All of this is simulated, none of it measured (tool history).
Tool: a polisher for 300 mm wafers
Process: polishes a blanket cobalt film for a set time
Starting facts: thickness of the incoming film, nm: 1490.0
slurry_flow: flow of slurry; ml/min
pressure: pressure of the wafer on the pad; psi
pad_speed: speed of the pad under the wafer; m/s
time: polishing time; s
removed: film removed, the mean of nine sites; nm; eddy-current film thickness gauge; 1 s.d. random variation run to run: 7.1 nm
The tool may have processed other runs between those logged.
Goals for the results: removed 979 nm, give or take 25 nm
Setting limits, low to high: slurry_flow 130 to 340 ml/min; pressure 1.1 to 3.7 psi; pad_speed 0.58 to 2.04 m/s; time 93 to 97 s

run	hour	slurry_flow	pressure	pad_speed	time	removed
1	0	220	2.4	1.3	93	682.64
2	1.9	225	2.6	1.3	93	748.03
3	3.1	230	2.8	1.3	93	796.32
4	4.1	230	2.8	1	93	608.9
5	12.1	230	3.1	1.04	93	716.14
6	14.8	230	3.1	1.04	93	706.35
7	18.7	235	3.3	1.08	93	788.58
8	22.5	235	3.4	1.1	93	833.2
9	28.1	235	3.5	1.12	93	862.17
10	29.6	240	3.6	1.14	93	901.4
11	33.2	240	3.6	1.16	93	915.14
# hour 37.8: worn pad replaced by a new one
12	37.8	240	3.6	1.18	93	1005.3
13	39.3	240	3.6	1.18	93	1012.8
14	44.9	235	3.6	1.18	93	1013.5
15	53.7	240	3.6	1.18	93	1025.9
16	58.8	235	3.6	1.18	93	1012.6

Which of these 5 next moves meets every target?
A	63.9	230	3.3	1.38	93	?
B	63.9	220	3.5	1.16	94	?
C	63.9	210	3.6	1.16	96	?
D	63.9	215	3.7	1.14	97	?
E	63.9	200	3.5	1.22	97	?

move	removed
A	1081.1
B	974.83
C	1019.7
D	1042.6
E	1048.2
A: further off than the last run
B: hits every target within its allowed miss
C: further off than the last run
D: further off than the last run
E: further off than the last run
Correct choice: B, which meets every target

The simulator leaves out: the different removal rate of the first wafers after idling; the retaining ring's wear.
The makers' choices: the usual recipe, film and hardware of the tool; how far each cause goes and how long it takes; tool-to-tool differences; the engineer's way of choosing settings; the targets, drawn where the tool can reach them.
